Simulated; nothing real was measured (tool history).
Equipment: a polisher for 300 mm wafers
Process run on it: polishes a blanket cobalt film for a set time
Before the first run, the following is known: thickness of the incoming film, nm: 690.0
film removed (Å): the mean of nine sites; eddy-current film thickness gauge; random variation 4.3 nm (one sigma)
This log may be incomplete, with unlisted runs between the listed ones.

run,hour,flow of slurry (ml/min),pressure of the wafer on the pad (kPa),speed of the pad under the wafer (cm/s),polishing time (s),film removed (Å)
1,0,245,17.2,78,69,3762.4
2,1.7,245,17.2,78,72,3946.3
3,7.2,245,15.9,78,72,3805.5
4,12,245,14.5,76,72,3348
5,14.5,245,13.8,76,72,3194.4
6,20,245,13.8,94,72,3816.6

Run 7, settings as shown, results not yet in. Your forecast:
7,25.4,245,13.8,94,72,?

Run 7 gave film removed (Å) 3809.1.
